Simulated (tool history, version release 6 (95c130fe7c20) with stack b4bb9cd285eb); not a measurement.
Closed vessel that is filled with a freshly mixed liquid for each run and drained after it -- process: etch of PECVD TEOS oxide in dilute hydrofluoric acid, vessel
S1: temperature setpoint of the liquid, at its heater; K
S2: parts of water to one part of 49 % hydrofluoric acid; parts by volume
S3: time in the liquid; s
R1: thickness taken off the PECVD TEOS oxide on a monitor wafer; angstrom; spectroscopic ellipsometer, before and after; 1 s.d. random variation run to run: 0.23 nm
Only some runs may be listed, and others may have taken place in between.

run    day      S1   S2   S3      R1
  1      0  298.15  200  180  184.16
  2  0.208  298.15  160  180  239.23
  3  0.433  298.15  160  190  251.53
  4  0.529  299.65  160  190   268.3
  5    0.7  301.65  140  190  335.41
  6  0.954  301.65  140  190  336.76
  7    1.3  303.15  130  190  390.29
  8  1.396  304.15  125  190  420.67
  9  1.638  304.65  125  190   428.9
 10  1.717  305.15  125  190  436.69

Run 11 comes next. What will it give?
 11  1.8  305.65  125  190   ?

{"run 11": {"R1": 441.54}}
